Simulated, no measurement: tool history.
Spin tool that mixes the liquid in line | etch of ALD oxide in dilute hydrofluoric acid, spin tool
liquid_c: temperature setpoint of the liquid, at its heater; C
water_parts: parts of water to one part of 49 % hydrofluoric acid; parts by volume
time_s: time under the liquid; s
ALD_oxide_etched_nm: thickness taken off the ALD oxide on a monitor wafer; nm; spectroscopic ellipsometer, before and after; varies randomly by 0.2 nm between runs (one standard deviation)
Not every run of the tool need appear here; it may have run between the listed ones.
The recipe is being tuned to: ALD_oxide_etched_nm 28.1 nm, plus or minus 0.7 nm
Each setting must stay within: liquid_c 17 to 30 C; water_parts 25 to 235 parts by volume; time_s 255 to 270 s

run  hour  liquid_c  water_parts  time_s  ALD_oxide_etched_nm
  1     0        22          130     255               18.621
  2   5.8        20          130     255                17.29
  3  11.7        20          130     255               17.007
  4  19.5        20          130     255               17.071
  5  24.1      22.5          125     255               19.986
  6  28.9      22.5          165     255               14.289
  7    30      24.5          155     255               16.687
  8  35.7      28.5          110     255               28.804
     41.8  -- hydrofluoric acid flow meter replaced
  9  41.8        28          110     255               26.296
 10  45.8      28.5          110     255               27.005

Which one of the following 5 next-run settings gets every result inside its allowed miss? There is exactly one.
  A  49.8        29          110     270                    ?
  B  49.8      29.5          110     255                    ?
  C  49.8        28          100     260                    ?
  D  49.8        28          105     270                    ?
  E  49.8      26.5          105     255                    ?

move  ALD_oxide_etched_nm
   A               29.282
   B               28.178
   C               30.272
   D               29.739
   E               26.518
A: the result that was furthest off in the last run now lies on the other side of its target
B: every result lands within tolerance
C: the result that was furthest off in the last run now lies on the other side of its target
D: the result that was furthest off in the last run now lies on the other side of its target
E: the biggest miss grows against the last run
Answer: B

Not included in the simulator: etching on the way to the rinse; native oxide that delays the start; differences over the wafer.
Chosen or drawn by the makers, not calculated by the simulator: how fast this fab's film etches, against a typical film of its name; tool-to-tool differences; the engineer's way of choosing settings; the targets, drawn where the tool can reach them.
